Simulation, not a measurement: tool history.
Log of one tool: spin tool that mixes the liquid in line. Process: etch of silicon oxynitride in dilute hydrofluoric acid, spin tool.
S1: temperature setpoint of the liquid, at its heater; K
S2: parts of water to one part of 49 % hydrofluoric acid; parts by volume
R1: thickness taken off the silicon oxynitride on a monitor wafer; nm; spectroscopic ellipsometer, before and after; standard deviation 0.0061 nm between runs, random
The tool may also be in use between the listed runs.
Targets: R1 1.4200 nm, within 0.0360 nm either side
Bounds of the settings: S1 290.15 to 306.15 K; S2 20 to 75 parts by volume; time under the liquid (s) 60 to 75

run 1 hour=0.0 | S1=298.15 S2=45 time_under_the_liquid_(s)=75 | R1=3.0625
run 2 hour=5.6 | S1=296.15 S2=50 time_under_the_liquid_(s)=75 | R1=2.4977
run 3 hour=7.8 | S1=294.65 S2=55 time_under_the_liquid_(s)=75 | R1=2.1114
run 4 hour=13.7 | S1=293.65 S2=60 time_under_the_liquid_(s)=75 | R1=1.8039
run 5 hour=21.5 | S1=292.65 S2=60 time_under_the_liquid_(s)=75 | R1=1.7350
run 6 hour=23.3 | S1=292.15 S2=60 time_under_the_liquid_(s)=75 | R1=1.6942
run 7 hour=29.5 | S1=291.65 S2=60 time_under_the_liquid_(s)=75 | R1=1.6453
run 8 hour=34.8 | S1=291.15 S2=60 time_under_the_liquid_(s)=75 | R1=1.6055
run 9 hour=37.3 | S1=290.65 S2=60 time_under_the_liquid_(s)=75 | R1=1.5696
run 10 hour=43.7 | S1=290.15 S2=60 time_under_the_liquid_(s)=75 | R1=1.5254

Which of these 5 next moves meets every target?
run A hour=50.1 | S1=293.15 S2=50 time_under_the_liquid_(s)=60 | R1=?
run B hour=50.1 | S1=290.65 S2=65 time_under_the_liquid_(s)=70 | R1=?
run C hour=50.1 | S1=290.65 S2=55 time_under_the_liquid_(s)=70 | R1=?
run D hour=50.1 | S1=294.15 S2=70 time_under_the_liquid_(s)=75 | R1=?
run E hour=50.1 | S1=291.65 S2=60 time_under_the_liquid_(s)=65 | R1=?

move=A R1=1.7284
move=B R1=1.3516
move=C R1=1.6093
move=D R1=1.5946
move=E R1=1.4355
A: the biggest miss grows against the last run
B: moves the result that the last run missed by most past its target, out the other side
C: the biggest miss grows against the last run
D: the biggest miss grows against the last run
E: in spec on every target
Move E is the one to make.

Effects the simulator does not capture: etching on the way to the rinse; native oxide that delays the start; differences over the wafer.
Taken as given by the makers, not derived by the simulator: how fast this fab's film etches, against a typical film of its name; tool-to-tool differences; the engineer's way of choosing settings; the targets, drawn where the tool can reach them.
